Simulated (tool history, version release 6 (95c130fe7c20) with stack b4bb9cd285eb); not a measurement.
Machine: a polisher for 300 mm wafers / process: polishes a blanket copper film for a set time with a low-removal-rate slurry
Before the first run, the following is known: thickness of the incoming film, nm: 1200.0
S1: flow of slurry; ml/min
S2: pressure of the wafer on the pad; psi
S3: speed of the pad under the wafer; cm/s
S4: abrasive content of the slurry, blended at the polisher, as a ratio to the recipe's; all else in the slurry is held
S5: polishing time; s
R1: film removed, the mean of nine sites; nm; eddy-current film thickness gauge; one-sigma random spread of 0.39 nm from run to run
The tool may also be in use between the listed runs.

run  hour   S1   S2   S3  S4  S5      R1
  1     0  210  3.1  124   1  38   123.3
  2   0.7  210  3.6  124   1  38  144.91
  3   2.7  205  3.3  122   1  38  128.92
  4   4.6  205    4  122   1  38  154.04
  5   8.9  200  3.6  118   1  38  136.03
  6  14.3  245  3.6  118   1  38  137.64
  7  16.9  245  2.7   98   1  38  90.253
  8  17.4  245  2.5   98   1  38  84.584
  9  25.3  245  2.3   98   1  38  77.726
 10  31.3  245  2.2   98   1  38  74.634

For run 11, what comes out?
 11  33.5  240  2.1  98   1  38   ?

Logged for run 11: R1 71.551 nm.
